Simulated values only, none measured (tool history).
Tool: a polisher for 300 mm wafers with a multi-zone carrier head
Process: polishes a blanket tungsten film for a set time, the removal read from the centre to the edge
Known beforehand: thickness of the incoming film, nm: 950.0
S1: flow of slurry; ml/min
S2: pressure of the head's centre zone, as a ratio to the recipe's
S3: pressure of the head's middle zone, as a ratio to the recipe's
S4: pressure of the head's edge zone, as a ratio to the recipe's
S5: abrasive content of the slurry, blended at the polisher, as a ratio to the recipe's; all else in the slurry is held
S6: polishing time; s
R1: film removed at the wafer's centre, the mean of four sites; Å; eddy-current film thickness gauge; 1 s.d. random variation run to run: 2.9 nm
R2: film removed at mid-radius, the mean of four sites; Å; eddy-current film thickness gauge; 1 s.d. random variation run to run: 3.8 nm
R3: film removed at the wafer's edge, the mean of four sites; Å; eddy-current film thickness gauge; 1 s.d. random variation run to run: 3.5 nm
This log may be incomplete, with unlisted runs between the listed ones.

| run | hour | S1 | S2 | S3 | S4 | S5 | S6 | R1 | R2 | R3 |
|---|---|---|---|---|---|---|---|---|---|---|
| 1 | 0.0 | 235 | 1.00 | 1.00 | 1.00 | 1.00 | 70 | 2756.4 | 2727.8 | 2792.4 |
| 2 | 5.2 | 235 | 0.98 | 1.01 | 0.97 | 0.90 | 69 | 2565.0 | 2622.5 | 2752.3 |
| 3 | 8.9 | 235 | 1.00 | 1.05 | 0.96 | 0.90 | 66 | 2496.9 | 2563.4 | 2565.7 |
| 4 | 17.6 | 235 | 1.00 | 1.05 | 0.96 | 1.05 | 66 | 2578.6 | 2640.2 | 2607.7 |
| 5 | 18.4 | 235 | 1.00 | 1.05 | 0.96 | 1.00 | 66 | 2532.8 | 2691.2 | 2641.0 |
| 6 | 25.6 | 235 | 1.00 | 1.00 | 0.96 | 1.00 | 66 | 2640.5 | 2563.9 | 2680.5 |
| 7 | 30.2 | 235 | 1.01 | 1.03 | 0.96 | 0.95 | 65 | 2510.3 | 2519.0 | 2602.6 |

Run 8 comes next. What will it give?
| 8 | 36.7 | 235 | 1.02 | 1.06 | 0.96 | 0.95 | 63 | ? | ? | ? |

R1: 2474.6 Å
R2: 2551.2 Å
R3: 2438.0 Å
